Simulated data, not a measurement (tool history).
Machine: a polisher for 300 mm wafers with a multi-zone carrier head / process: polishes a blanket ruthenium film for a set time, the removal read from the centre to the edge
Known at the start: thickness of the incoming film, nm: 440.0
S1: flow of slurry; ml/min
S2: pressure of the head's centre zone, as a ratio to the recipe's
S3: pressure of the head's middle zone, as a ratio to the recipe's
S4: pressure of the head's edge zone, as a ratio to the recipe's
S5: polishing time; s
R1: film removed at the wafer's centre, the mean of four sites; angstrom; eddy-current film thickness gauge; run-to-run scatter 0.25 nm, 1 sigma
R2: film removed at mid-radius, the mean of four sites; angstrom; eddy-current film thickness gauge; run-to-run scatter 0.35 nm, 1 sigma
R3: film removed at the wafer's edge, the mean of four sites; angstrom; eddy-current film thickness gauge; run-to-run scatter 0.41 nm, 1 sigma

run,day,S1,S2,S3,S4,S5,R1,R2,R3
1,0.000,220,1.00,1.00,1.00,56,557.40,586.32,545.96
2,0.183,220,1.00,1.04,1.00,56,558.03,598.19,547.13
3,0.350,220,0.93,1.04,1.00,56,521.79,595.62,543.00
4,0.492,220,0.93,1.01,1.00,56,520.23,579.50,557.52
5,0.812,220,0.93,1.01,1.07,56,523.95,587.37,567.87
6,1.142,210,0.91,1.00,1.03,54,483.62,545.42,536.62
7,1.442,200,0.90,0.99,1.00,53,473.04,534.81,512.66

Forecast run 8:
8,1.512,200,0.90,0.99,1.00,53,?,?,?

Run 8 yielded R1 473.07 angstrom, R2 536.84 angstrom, R3 514.53 angstrom.

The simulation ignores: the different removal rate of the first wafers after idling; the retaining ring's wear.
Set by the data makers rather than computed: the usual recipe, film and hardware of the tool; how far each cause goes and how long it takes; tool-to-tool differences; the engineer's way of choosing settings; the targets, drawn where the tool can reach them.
